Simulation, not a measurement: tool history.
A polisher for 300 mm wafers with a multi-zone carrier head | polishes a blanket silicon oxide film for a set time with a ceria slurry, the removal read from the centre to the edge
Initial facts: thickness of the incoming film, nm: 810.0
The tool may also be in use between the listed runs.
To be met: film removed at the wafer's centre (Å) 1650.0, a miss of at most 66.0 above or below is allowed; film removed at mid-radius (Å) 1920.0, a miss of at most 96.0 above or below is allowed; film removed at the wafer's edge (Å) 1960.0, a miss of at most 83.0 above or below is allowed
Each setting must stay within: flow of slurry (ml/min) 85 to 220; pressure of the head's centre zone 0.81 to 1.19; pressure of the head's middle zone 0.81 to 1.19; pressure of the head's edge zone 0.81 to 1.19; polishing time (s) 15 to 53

run,day,flow of slurry (ml/min),pressure of the head's centre zone,pressure of the head's middle zone,pressure of the head's edge zone,polishing time (s),film removed at the wafer's centre (Å),film removed at mid-radius (Å),film removed at the wafer's edge (Å)
1,0.000,140,1.00,1.00,1.00,34,1422.8,1546.7,1521.1
2,0.121,140,1.00,1.00,1.00,30,1304.4,1347.8,1312.0
3,0.329,145,1.00,1.00,1.02,32,1378.9,1490.1,1471.0
4,0.642,145,1.00,1.00,1.05,32,1360.3,1501.2,1442.4
5,0.967,145,1.00,0.96,1.05,32,1341.4,1422.7,1475.5
6,1.333,145,1.06,0.96,1.05,32,1460.0,1375.9,1475.3
7,1.471,150,1.05,0.96,1.07,33,1525.1,1515.8,1553.8
8,1.792,155,1.04,0.95,1.09,34,1514.1,1502.6,1613.8
9,2.100,160,1.03,0.96,1.10,35,1574.2,1579.2,1699.3
10,2.329,165,1.02,0.97,1.11,35,1581.9,1602.5,1727.8
11,2.517,170,1.01,0.99,1.12,35,1548.5,1668.8,1711.6

Consider the 4 candidate settings below. Which is the only one whose results all fall within their allowed miss of target?
A,2.704,170,0.94,1.00,1.14,40,?,?,?
B,2.704,135,0.86,0.93,1.19,41,?,?,?
C,2.704,180,0.81,0.93,1.15,42,?,?,?
D,2.704,110,1.15,1.19,0.87,41,?,?,?

move,film removed at the wafer's centre (Å),film removed at mid-radius (Å),film removed at the wafer's edge (Å)
A,1659.7,1889.8,2004.4
B,1473.3,1739.7,2033.2
C,1514.4,1886.8,2131.4
D,1863.0,2031.6,1675.7
A: each result inside its tolerance
B: puts the biggest miss on target and leaves a different result outside tolerance
C: takes the biggest miss from the last run beyond its target
D: lands further from the targets than the last run did
Answer: A
